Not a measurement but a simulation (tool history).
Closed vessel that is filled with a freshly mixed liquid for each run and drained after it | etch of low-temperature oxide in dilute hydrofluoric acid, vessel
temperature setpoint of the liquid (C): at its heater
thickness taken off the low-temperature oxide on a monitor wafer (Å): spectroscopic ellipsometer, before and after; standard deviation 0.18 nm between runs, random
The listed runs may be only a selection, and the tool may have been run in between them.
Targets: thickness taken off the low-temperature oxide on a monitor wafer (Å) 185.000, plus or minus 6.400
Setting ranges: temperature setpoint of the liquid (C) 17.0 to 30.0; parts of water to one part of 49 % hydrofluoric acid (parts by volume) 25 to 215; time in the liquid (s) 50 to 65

| run | hour | temperature setpoint of the liquid (C) | parts of water to one part of 49 % hydrofluoric acid (parts by volume) | time in the liquid (s) | thickness taken off the low-temperature oxide on a monitor wafer (Å) |
|---|---|---|---|---|---|
| 1 | 0.0 | 22.0 | 120 | 65 | 103.380 |
| 2 | 0.5 | 20.0 | 120 | 65 | 96.941 |
| 3 | 3.6 | 20.0 | 145 | 65 | 78.203 |
| 4 | 5.6 | 21.5 | 130 | 65 | 93.027 |
| 5 | 10.1 | 23.0 | 120 | 65 | 108.320 |
| 6 | 16.7 | 26.0 | 120 | 65 | 122.050 |
| 7 | 18.7 | 26.5 | 115 | 65 | 129.170 |
|  | 25.7 | thermometer replaced |
| 8 | 25.7 | 27.0 | 110 | 65 | 128.140 |

Exactly one of the 4 candidate moves below puts every result within its allowed miss. Which one?
| A | 32.7 | 23.5 | 70 | 65 | ? |
| B | 32.7 | 26.5 | 85 | 65 | ? |
| C | 32.7 | 27.0 | 65 | 65 | ? |
| D | 32.7 | 26.5 | 70 | 65 | ? |

| move | thickness taken off the low-temperature oxide on a monitor wafer (Å) |
|---|---|
| A | 186.160 |
| B | 169.480 |
| C | 232.290 |
| D | 210.010 |
A: all results in spec
B: moves toward the targets from the last run without getting all of them in spec
C: carries the result that was furthest off beyond its target, to the other side
D: carries the result that was furthest off beyond its target, to the other side
A is the move that brings every result within its allowed miss.
